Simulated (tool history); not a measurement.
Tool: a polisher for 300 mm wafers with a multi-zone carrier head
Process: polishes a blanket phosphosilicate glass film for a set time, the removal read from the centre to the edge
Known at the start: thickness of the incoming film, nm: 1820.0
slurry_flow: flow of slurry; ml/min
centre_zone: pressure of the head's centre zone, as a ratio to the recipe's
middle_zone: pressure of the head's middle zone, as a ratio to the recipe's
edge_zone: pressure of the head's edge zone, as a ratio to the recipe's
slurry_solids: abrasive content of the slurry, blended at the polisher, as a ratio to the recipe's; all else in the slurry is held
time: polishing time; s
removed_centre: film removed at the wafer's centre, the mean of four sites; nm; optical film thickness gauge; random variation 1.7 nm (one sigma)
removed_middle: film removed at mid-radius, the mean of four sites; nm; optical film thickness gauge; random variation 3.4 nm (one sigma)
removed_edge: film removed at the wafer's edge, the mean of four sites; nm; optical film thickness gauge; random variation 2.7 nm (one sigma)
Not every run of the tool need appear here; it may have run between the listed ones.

run  hour  slurry_flow  centre_zone  middle_zone  edge_zone  slurry_solids  time  removed_centre  removed_middle  removed_edge
  1     0          310            1            1          1              1    44          282.21          283.09        283.22
  2   2.5          310         0.99         0.99       1.02              1    44          278.82          283.56        288.18
  3   3.6          390         0.99         0.99       1.02              1    44          284.96          291.67        291.27
  4  10.3          460         0.99         0.99       1.02              1    44          292.03          297.33         293.5
  5  12.2          460         0.99         0.99       1.02              1    37          245.56          244.02        249.45
  6  19.2          455         0.98         0.98       1.03           1.05    37          246.12          251.45         254.2
  7  22.5          440         0.98         0.96       1.05            1.1    37          247.24          249.75        263.71
  8  30.1          435         0.98         0.95       1.06           1.15    37          252.88           249.8        266.79
  9  37.2          430         0.97         0.94       1.07            1.2    37             258          249.85        273.25
 10  42.7          425         0.96         0.94       1.08           1.25    37          257.26          257.13        275.87
 11  50.3          420         0.95         0.93       1.09            1.3    38          265.12          259.98        295.73

What does the tool deliver on the next run?
     55.9  -- worn pad replaced by a new one
 12  55.9          425         0.93         0.98       1.18           1.45    38               ?               ?             ?

removed_centre: 303.08 nm
removed_middle: 317.78 nm
removed_edge: 351.96 nm
